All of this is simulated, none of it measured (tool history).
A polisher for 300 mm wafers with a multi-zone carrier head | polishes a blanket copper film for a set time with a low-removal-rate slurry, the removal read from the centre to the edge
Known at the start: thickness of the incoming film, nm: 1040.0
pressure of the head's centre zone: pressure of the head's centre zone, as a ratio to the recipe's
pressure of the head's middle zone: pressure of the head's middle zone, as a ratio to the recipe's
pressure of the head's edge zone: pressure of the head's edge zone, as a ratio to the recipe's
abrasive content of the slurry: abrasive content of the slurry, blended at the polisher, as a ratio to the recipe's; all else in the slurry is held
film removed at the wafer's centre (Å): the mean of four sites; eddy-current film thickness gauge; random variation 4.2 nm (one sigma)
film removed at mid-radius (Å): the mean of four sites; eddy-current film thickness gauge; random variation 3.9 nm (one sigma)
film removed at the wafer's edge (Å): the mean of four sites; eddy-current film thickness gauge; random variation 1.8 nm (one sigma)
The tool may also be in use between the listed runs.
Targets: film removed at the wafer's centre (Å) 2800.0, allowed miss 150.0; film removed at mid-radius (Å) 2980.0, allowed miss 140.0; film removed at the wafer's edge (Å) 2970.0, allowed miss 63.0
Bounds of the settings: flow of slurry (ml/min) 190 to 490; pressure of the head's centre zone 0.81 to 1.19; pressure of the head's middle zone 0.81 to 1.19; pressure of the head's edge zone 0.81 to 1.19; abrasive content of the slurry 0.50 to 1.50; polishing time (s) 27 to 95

| run | hour | flow of slurry (ml/min) | pressure of the head's centre zone | pressure of the head's middle zone | pressure of the head's edge zone | abrasive content of the slurry | polishing time (s) | film removed at the wafer's centre (Å) | film removed at mid-radius (Å) | film removed at the wafer's edge (Å) |
|---|---|---|---|---|---|---|---|---|---|---|
| 1 | 0.0 | 315 | 1.00 | 1.00 | 1.00 | 1.00 | 61 | 2311.9 | 2304.5 | 2284.5 |
| 2 | 0.9 | 320 | 1.00 | 1.02 | 1.04 | 1.10 | 62 | 2363.8 | 2480.3 | 2413.8 |
| 3 | 5.8 | 240 | 1.00 | 1.02 | 1.04 | 1.10 | 62 | 2298.5 | 2447.1 | 2355.5 |
| 4 | 12.9 | 240 | 1.00 | 1.02 | 0.95 | 1.10 | 62 | 2277.6 | 2378.4 | 2213.3 |
| 5 | 20.4 | 240 | 1.00 | 1.02 | 0.95 | 1.25 | 62 | 2370.1 | 2473.8 | 2311.7 |
| 6 | 23.3 | 260 | 1.01 | 1.03 | 1.00 | 1.30 | 62 | 2383.0 | 2595.0 | 2413.4 |
| 7 | 27.7 | 280 | 1.03 | 1.03 | 1.04 | 1.35 | 62 | 2551.5 | 2665.3 | 2474.2 |
| 8 | 29.8 | 295 | 1.02 | 1.02 | 1.07 | 1.40 | 63 | 2534.3 | 2670.2 | 2613.6 |
| 9 | 36.1 | 305 | 1.03 | 1.03 | 1.10 | 1.40 | 63 | 2580.6 | 2643.2 | 2666.7 |
| 10 | 44.5 | 315 | 1.03 | 1.05 | 1.12 | 1.40 | 63 | 2564.8 | 2758.2 | 2699.3 |
| 11 | 47.6 | 325 | 1.04 | 1.05 | 1.14 | 1.40 | 63 | 2570.6 | 2691.3 | 2706.9 |
| 12 | 49.0 | 330 | 1.05 | 1.06 | 1.15 | 1.40 | 64 | 2687.6 | 2819.4 | 2799.3 |
| 13 | 56.8 | 340 | 1.05 | 1.06 | 1.16 | 1.40 | 64 | 2661.0 | 2802.8 | 2771.8 |
| 14 | 63.1 | 340 | 1.05 | 1.06 | 1.17 | 1.40 | 65 | 2730.9 | 2832.7 | 2850.1 |
| 15 | 68.1 | 345 | 1.05 | 1.07 | 1.18 | 1.45 | 65 | 2779.4 | 2935.5 | 2853.3 |
| 16 | 70.0 | 345 | 1.04 | 1.07 | 1.18 | 1.45 | 65 | 2746.0 | 2893.6 | 2892.7 |

Which of these 5 next moves meets every target?
| A | 71.9 | 210 | 1.10 | 1.14 | 1.10 | 1.45 | 70 | ? | ? | ? |
| B | 71.9 | 340 | 0.99 | 1.05 | 1.15 | 1.50 | 67 | ? | ? | ? |
| C | 71.9 | 470 | 1.04 | 1.14 | 1.07 | 1.50 | 64 | ? | ? | ? |
| D | 71.9 | 230 | 0.96 | 1.00 | 1.19 | 1.35 | 73 | ? | ? | ? |
| E | 71.9 | 415 | 0.95 | 0.99 | 1.19 | 1.10 | 69 | ? | ? | ? |

| move | film removed at the wafer's centre (Å) | film removed at mid-radius (Å) | film removed at the wafer's edge (Å) |
|---|---|---|---|
| A | 2879.0 | 3128.1 | 2871.0 |
| B | 2800.2 | 2989.4 | 2969.6 |
| C | 2827.2 | 3141.2 | 2784.6 |
| D | 2777.5 | 2909.1 | 3102.6 |
| E | 2662.6 | 2761.8 | 2926.7 |
A: further off than the last run
B: meets every target
C: further off than the last run
D: takes the result that was furthest off past its target
E: brings the result that was furthest off to its target, and leaves another outside
The right move is B.

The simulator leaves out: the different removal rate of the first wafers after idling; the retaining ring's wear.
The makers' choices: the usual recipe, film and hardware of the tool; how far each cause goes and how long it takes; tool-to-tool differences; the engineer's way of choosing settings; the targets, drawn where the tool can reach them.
